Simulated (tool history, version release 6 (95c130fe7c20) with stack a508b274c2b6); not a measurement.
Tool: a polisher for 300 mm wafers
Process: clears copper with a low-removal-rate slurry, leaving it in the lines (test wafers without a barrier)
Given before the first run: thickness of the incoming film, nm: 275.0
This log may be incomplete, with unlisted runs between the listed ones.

run	hour	flow of slurry (ml/min)	pressure of the wafer on the pad (kPa)	speed of the pad under the wafer (cm/s)	abrasive content of the slurry	overpolish time after the end point (s)	time until the end point was called (s)	dishing of a wide line in a test structure (angstrom)
1	0	270	15.9	122	1	25	94.468	484.96
2	5.5	270	15.9	122	1	31	92.63	561.71
3	11.5	270	15.2	122	1	34	98.111	593.59
4	14.5	270	14.5	122	1	35	99.961	581.62
5	17.7	270	14.5	146	1	35	84.114	663.75
6	25.5	270	14.5	130	1	35	96.387	600.13
7	29.6	270	13.8	130	1	37	99.873	622.83
8	37.5	270	11	128	1	40	122.15	535.32

Run 9 comes next. What will it give?
9	41.3	270	11	128	1	40	?	?

time until the end point was called (s): 120.4
dishing of a wide line in a test structure (angstrom): 548.24
